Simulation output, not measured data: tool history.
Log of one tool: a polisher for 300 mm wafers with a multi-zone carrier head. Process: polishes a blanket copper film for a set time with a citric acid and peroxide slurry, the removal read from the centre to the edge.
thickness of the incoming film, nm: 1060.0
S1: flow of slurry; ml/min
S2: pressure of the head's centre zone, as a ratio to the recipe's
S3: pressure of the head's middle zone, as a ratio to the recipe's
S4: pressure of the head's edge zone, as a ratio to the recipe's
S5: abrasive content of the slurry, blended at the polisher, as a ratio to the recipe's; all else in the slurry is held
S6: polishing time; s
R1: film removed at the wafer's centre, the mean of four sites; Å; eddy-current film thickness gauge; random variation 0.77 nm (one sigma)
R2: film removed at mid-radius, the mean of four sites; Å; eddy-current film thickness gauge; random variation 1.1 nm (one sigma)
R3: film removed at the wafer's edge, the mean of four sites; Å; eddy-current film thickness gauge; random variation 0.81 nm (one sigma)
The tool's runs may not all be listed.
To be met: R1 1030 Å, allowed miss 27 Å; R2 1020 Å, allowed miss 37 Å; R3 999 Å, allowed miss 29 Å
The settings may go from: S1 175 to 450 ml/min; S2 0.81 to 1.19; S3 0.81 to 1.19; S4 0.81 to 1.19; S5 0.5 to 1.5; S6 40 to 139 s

run  hour   S1    S2    S3    S4    S5  S6      R1      R2      R3
  1     0  290     1     1     1     1  89  1868.4  1846.9  1790.9
  2   7.3  290  0.97     1     1     1  89  1798.5  1882.4  1780.4
  3   7.8  315  0.97     1     1     1  89  1833.2  1847.1  1786.6
  4  14.3  325  0.95  0.98  0.98   0.9  83  1649.7  1680.9  1641.1
  5  17.2  325  0.91  0.98  0.98   0.9  83  1585.2  1690.3  1635.4
  6  21.5  325  0.91  0.97  0.96  0.85  77  1447.7  1522.3    1457
  7    30  315   0.9  0.94  0.94   0.8  75  1365.4    1429  1418.8
  8  32.2  320   0.9  0.94  0.92  0.75  71  1287.9  1345.2  1316.8
  9  37.3  325   0.9  0.93   0.9   0.7  68  1226.8  1269.7  1218.4
 10  42.2  325   0.9  0.92  0.89  0.65  67  1185.2  1229.9  1196.6
 11  47.1  325   0.9  0.91  0.88   0.6  65  1120.7  1147.3  1119.4
 12  54.7  320   0.9   0.9  0.87   0.6  65  1147.1  1147.7  1139.7
 13  59.7  320   0.9   0.9  0.86   0.6  64  1115.3  1132.2  1107.9
 14  66.5  320   0.9   0.9  0.85   0.6  63  1094.7  1108.8  1096.9
 15  71.5  320   0.9   0.9  0.84   0.6  62  1086.6  1097.3  1049.2
 16    72  315   0.9  0.89  0.83   0.6  62  1084.2  1090.2  1060.6

5 next moves are on the table. One of them brings every result within its allowed miss. Which?
  A  72.5  310  0.83  0.95  0.81   0.6  65   ?   ?   ?
  B  72.5  275  0.89  0.87  0.81   0.7  59   ?   ?   ?
  C  72.5  345  0.95  0.92  0.81   0.7  57   ?   ?   ?
  D  72.5  390  0.99  0.86  0.81   0.6  57   ?   ?   ?
  E  72.5  270     1  1.05  0.81  0.65  61   ?   ?   ?

move      R1      R2      R3
   A  1053.2  1189.8  1093.9
   B  1034.5  1015.7  1009.3
   C    1094  1051.8  991.91
   D  1123.2  979.69  975.64
   E  1183.8  1211.1  1026.6
A: further off than the last run
B: meets every target
C: brings the result that was furthest off to its target, and leaves another outside
D: brings the result that was furthest off to its target, and leaves another outside
E: brings the result that was furthest off to its target, and leaves another outside
Answer: B

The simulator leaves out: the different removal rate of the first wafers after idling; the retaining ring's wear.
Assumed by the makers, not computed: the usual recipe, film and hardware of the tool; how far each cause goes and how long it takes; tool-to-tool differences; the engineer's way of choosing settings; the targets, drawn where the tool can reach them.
